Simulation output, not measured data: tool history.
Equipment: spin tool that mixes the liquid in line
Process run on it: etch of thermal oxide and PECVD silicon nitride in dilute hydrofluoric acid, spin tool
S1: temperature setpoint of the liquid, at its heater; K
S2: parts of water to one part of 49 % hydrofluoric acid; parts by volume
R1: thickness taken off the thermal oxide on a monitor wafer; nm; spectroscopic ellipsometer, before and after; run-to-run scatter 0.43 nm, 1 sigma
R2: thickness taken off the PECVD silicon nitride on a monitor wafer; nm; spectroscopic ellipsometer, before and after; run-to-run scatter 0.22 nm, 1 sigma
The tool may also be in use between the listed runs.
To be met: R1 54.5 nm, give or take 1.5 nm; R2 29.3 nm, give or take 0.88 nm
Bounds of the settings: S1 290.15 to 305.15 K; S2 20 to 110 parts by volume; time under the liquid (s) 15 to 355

{"run": 1, "day": 0.0, "S1": 297.15, "S2": 60, "time under the liquid (s)": 180, "R1": 13.713, "R2": 7.4057}
{"run": 2, "day": 0.183, "S1": 298.15, "S2": 45, "time under the liquid (s)": 210, "R1": 22.458, "R2": 12.37}
{"run": 3, "day": 0.221, "S1": 298.15, "S2": 35, "time under the liquid (s)": 230, "R1": 31.8, "R2": 17.272}
{"run": 4, "day": 0.267, "S1": 298.15, "S2": 20, "time under the liquid (s)": 230, "R1": 57.142, "R2": 29.371}
{"run": 5, "day": 0.6, "S1": 298.15, "S2": 30, "time under the liquid (s)": 230, "R1": 38.062, "R2": 20.278}
{"run": 6, "day": 0.958, "S1": 298.15, "S2": 20, "time under the liquid (s)": 230, "R1": 57.397, "R2": 29.611}
{"run": 7, "day": 1.142, "S1": 298.65, "S2": 20, "time under the liquid (s)": 230, "R1": 59.376, "R2": 30.746}
{"run": 8, "day": 1.383, "S1": 298.65, "S2": 20, "time under the liquid (s)": 235, "R1": 59.749, "R2": 31.398}
{"run": 9, "day": 1.542, "S1": 298.65, "S2": 20, "time under the liquid (s)": 240, "R1": 60.493, "R2": 31.572}
{"run": 10, "day": 1.904, "S1": 298.65, "S2": 20, "time under the liquid (s)": 245, "R1": 61.69, "R2": 32.57}
{"run": 11, "day": 2.229, "S1": 298.65, "S2": 20, "time under the liquid (s)": 250, "R1": 63.492, "R2": 33.281}
{"run": 12, "day": 2.521, "S1": 298.65, "S2": 20, "time under the liquid (s)": 255, "R1": 64.259, "R2": 34.12}
{"run": 13, "day": 2.642, "S1": 298.15, "S2": 20, "time under the liquid (s)": 260, "R1": 64.365, "R2": 33.653}
{"run": 14, "day": 2.692, "S1": 298.15, "S2": 20, "time under the liquid (s)": 265, "R1": 66.168, "R2": 33.828}
{"run": 15, "day": 2.946, "S1": 298.65, "S2": 20, "time under the liquid (s)": 265, "R1": 67.688, "R2": 35.58}
{"run": 16, "day": 3.258, "S1": 298.65, "S2": 35, "time under the liquid (s)": 270, "R1": 38.544, "R2": 20.845}
{"run": 17, "day": 3.588, "S1": 298.65, "S2": 30, "time under the liquid (s)": 270, "R1": 44.628, "R2": 24.313}
{"run": 18, "day": 3.846, "S1": 298.65, "S2": 30, "time under the liquid (s)": 265, "R1": 44.754, "R2": 23.652}
{"run": 19, "day": 4.129, "S1": 299.15, "S2": 30, "time under the liquid (s)": 265, "R1": 45.032, "R2": 24.845}

Pick the move, out of 5, that brings all results within their allowed miss; only one does.
{"run": "A", "day": 4.412, "S1": 304.15, "S2": 40, "time under the liquid (s)": 275, "R1": "?", "R2": "?"}
{"run": "B", "day": 4.412, "S1": 298.15, "S2": 25, "time under the liquid (s)": 250, "R1": "?", "R2": "?"}
{"run": "C", "day": 4.412, "S1": 304.65, "S2": 40, "time under the liquid (s)": 320, "R1": "?", "R2": "?"}
{"run": "D", "day": 4.412, "S1": 298.65, "S2": 30, "time under the liquid (s)": 325, "R1": "?", "R2": "?"}
{"run": "E", "day": 4.412, "S1": 296.65, "S2": 20, "time under the liquid (s)": 240, "R1": "?", "R2": "?"}

move=A R1=42.68 R2=26.841
move=B R1=49.785 R2=25.922
move=C R1=50.648 R2=32.254
move=D R1=54.683 R2=29.234
move=E R1=56.476 R2=27.806
A: lands further from the targets than the last run did
B: closer than the last run, but not yet in spec
C: closer than the last run, but not yet in spec
D: all results land within tolerance of their targets
E: takes the biggest miss from the last run beyond its target
D is the move that brings every result within its allowed miss.
